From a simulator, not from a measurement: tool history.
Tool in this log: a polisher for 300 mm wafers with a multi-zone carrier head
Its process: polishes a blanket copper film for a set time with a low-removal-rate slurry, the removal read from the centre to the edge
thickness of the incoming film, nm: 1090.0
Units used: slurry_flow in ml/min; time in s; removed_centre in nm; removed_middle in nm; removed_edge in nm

{"run": 1, "hour": 0.0, "slurry_flow": 135, "centre_zone": 1, "middle_zone": 1, "edge_zone": 1, "slurry_solids": 1, "time": 39, "removed_centre": 155.34, "removed_middle": 152.1, "removed_edge": 153.16}
{"run": 2, "hour": 2.5, "slurry_flow": 135, "centre_zone": 1, "middle_zone": 1, "edge_zone": 0.92, "slurry_solids": 1, "time": 39, "removed_centre": 152.45, "removed_middle": 150.98, "removed_edge": 146.83}
{"run": 3, "hour": 8.8, "slurry_flow": 135, "centre_zone": 0.94, "middle_zone": 1, "edge_zone": 0.92, "slurry_solids": 1, "time": 39, "removed_centre": 143.89, "removed_middle": 152.07, "removed_edge": 147.88}
{"run": 4, "hour": 15.9, "slurry_flow": 135, "centre_zone": 0.94, "middle_zone": 1, "edge_zone": 0.92, "slurry_solids": 1.2, "time": 39, "removed_centre": 150.73, "removed_middle": 156.41, "removed_edge": 154.33}
{"run": 5, "hour": 17.8, "slurry_flow": 135, "centre_zone": 0.95, "middle_zone": 0.99, "edge_zone": 0.9, "slurry_solids": 1.05, "time": 37, "removed_centre": 138.98, "removed_middle": 145.01, "removed_edge": 139.91}
{"run": 6, "hour": 21.2, "slurry_flow": 135, "centre_zone": 0.95, "middle_zone": 0.99, "edge_zone": 0.9, "slurry_solids": 1.05, "time": 43, "removed_centre": 162.76, "removed_middle": 170.04, "removed_edge": 165.81}
{"run": 7, "hour": 29.1, "slurry_flow": 130, "centre_zone": 0.95, "middle_zone": 0.97, "edge_zone": 0.82, "slurry_solids": 0.8, "time": 32, "removed_centre": 112.5, "removed_middle": 115.17, "removed_edge": 107.43}
{"run": 8, "hour": 33.8, "slurry_flow": 125, "centre_zone": 0.95, "middle_zone": 0.97, "edge_zone": 0.82, "slurry_solids": 0.8, "time": 32, "removed_centre": 111.86, "removed_middle": 115.13, "removed_edge": 104.87}
{"run": 9, "hour": 36.2, "slurry_flow": 120, "centre_zone": 0.94, "middle_zone": 0.96, "edge_zone": 0.82, "slurry_solids": 0.8, "time": 32, "removed_centre": 108.28, "removed_middle": 112.52, "removed_edge": 108.6}

Run 10 comes next. What will it give?
{"run": 10, "hour": 39.3, "slurry_flow": 120, "centre_zone": 0.94, "middle_zone": 0.96, "edge_zone": 0.82, "slurry_solids": 0.75, "time": 32, "removed_centre": "?", "removed_middle": "?", "removed_edge": "?"}

removed_centre: 108.1 nm
removed_middle: 110.26 nm
removed_edge: 103.71 nm
